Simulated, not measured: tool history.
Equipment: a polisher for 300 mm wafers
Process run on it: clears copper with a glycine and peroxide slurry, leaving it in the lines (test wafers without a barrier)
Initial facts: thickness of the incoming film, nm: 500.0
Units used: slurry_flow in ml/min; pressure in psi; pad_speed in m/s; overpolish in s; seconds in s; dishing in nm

run 1 hour=0 | slurry_flow=195 pressure=2.4 pad_speed=0.84 overpolish=26 | seconds=107 dishing=63.731
run 2 hour=6.2 | slurry_flow=195 pressure=2.8 pad_speed=0.84 overpolish=26 | seconds=99.378 dishing=68.231
run 3 hour=14 | slurry_flow=195 pressure=2.5 pad_speed=0.84 overpolish=26 | seconds=106.81 dishing=63.514
run 4 hour=15.1 | slurry_flow=195 pressure=2.1 pad_speed=0.84 overpolish=26 | seconds=120.72 dishing=59.975
run 5 hour=15.7 | slurry_flow=195 pressure=2.4 pad_speed=0.84 overpolish=26 | seconds=114.27 dishing=63.945
run 6 hour=24.4 | slurry_flow=190 pressure=2.5 pad_speed=0.84 overpolish=24 | seconds=109.27 dishing=60.454
run 7 hour=25.5 | slurry_flow=185 pressure=2.6 pad_speed=0.86 overpolish=22 | seconds=102.68 dishing=58.938
run 8 hour=27.5 | slurry_flow=175 pressure=2.7 pad_speed=0.88 overpolish=20 | seconds=96.427 dishing=57.775
run 9 hour=32.7 | slurry_flow=165 pressure=2.7 pad_speed=0.9 overpolish=18 | seconds=101.35 dishing=52.739
run 10 hour=38.5 | slurry_flow=165 pressure=2.7 pad_speed=1.14 overpolish=8 | seconds=81.614 dishing=31.981

Forecast run 11:
run 11 hour=47.2 | slurry_flow=165 pressure=2.8 pad_speed=1.12 overpolish=8 | seconds=? dishing=?

seconds: 82.3 s
dishing: 33.888 nm
